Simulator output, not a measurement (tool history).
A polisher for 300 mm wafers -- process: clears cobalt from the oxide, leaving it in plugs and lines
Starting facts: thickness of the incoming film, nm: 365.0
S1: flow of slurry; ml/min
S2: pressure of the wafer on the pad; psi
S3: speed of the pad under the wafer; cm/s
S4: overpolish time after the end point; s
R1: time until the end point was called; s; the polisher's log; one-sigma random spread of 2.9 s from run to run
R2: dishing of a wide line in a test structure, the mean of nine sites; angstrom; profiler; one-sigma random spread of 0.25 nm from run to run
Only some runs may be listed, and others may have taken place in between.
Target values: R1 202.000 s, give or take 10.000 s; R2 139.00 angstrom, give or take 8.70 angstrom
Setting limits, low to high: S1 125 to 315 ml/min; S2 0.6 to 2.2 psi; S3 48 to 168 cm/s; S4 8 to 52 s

Run 1, day 0.000: S1 205 ml/min, S2 1.4 psi, S3 108 cm/s, S4 26 s. Result: R1 104.690 s, R2 463.76 angstrom.
Run 2, day 0.167: S1 200 ml/min, S2 1.3 psi, S3 102 cm/s, S4 23 s. Result: R1 119.760 s, R2 402.50 angstrom.
Run 3, day 0.438: S1 200 ml/min, S2 1.3 psi, S3 102 cm/s, S4 18 s. Result: R1 121.370 s, R2 358.55 angstrom.
Run 4, day 0.750: S1 200 ml/min, S2 1.6 psi, S3 102 cm/s, S4 18 s. Result: R1 99.692 s, R2 400.04 angstrom.
Run 5, day 0.875: S1 185 ml/min, S2 1.4 psi, S3 100 cm/s, S4 16 s. Result: R1 113.240 s, R2 346.40 angstrom.
Run 6, day 0.912: S1 185 ml/min, S2 1.4 psi, S3 82 cm/s, S4 16 s. Result: R1 132.030 s, R2 314.22 angstrom.
Run 7, day 1.129: S1 175 ml/min, S2 1.3 psi, S3 76 cm/s, S4 15 s. Result: R1 153.890 s, R2 272.99 angstrom.
Run 8, day 1.254: S1 165 ml/min, S2 1.3 psi, S3 72 cm/s, S4 14 s. Result: R1 162.360 s, R2 239.76 angstrom.
Run 9, day 1.500: S1 125 ml/min, S2 1.3 psi, S3 48 cm/s, S4 8 s. Result: R1 226.120 s, R2 113.67 angstrom.
Run 10, day 1.829: S1 130 ml/min, S2 1.3 psi, S3 48 cm/s, S4 8 s. Result: R1 223.350 s, R2 113.73 angstrom.
Run 11, day 1.908: S1 135 ml/min, S2 1.5 psi, S3 48 cm/s, S4 17 s. Result: R1 191.800 s, R2 247.86 angstrom.
Run 12, day 1.983: S1 135 ml/min, S2 1.4 psi, S3 50 cm/s, S4 16 s. Result: R1 197.550 s, R2 236.23 angstrom.
Run 13, day 2.121: S1 135 ml/min, S2 1.4 psi, S3 52 cm/s, S4 15 s. Result: R1 194.610 s, R2 218.53 angstrom.
Run 14, day 2.162: S1 135 ml/min, S2 1.4 psi, S3 54 cm/s, S4 14 s. Result: R1 191.510 s, R2 220.27 angstrom.

Consider the 4 candidate settings below. Which is the only one whose results all fall within their allowed miss of target?
Run A, day 2.204: S1 155 ml/min, S2 1.1 psi, S3 56 cm/s, S4 10 s. Result: R1 ?, R2 ?.
Run B, day 2.204: S1 135 ml/min, S2 1.2 psi, S3 52 cm/s, S4 9 s. Result: R1 ?, R2 ?.
Run C, day 2.204: S1 125 ml/min, S2 1.2 psi, S3 60 cm/s, S4 22 s. Result: R1 ?, R2 ?.
Run D, day 2.204: S1 125 ml/min, S2 1.1 psi, S3 70 cm/s, S4 9 s. Result: R1 ?, R2 ?.

move       R1      R2
   A  224.530  139.27
   B  222.920  127.55
   C  206.470  286.32
   D  201.790  139.35
A: brings the last run's worst result on target, with another outside its allowed miss
B: carries the result that was furthest off beyond its target, to the other side
C: further off than the last run
D: all results in spec
So the answer is move D, the one that meets all the targets.
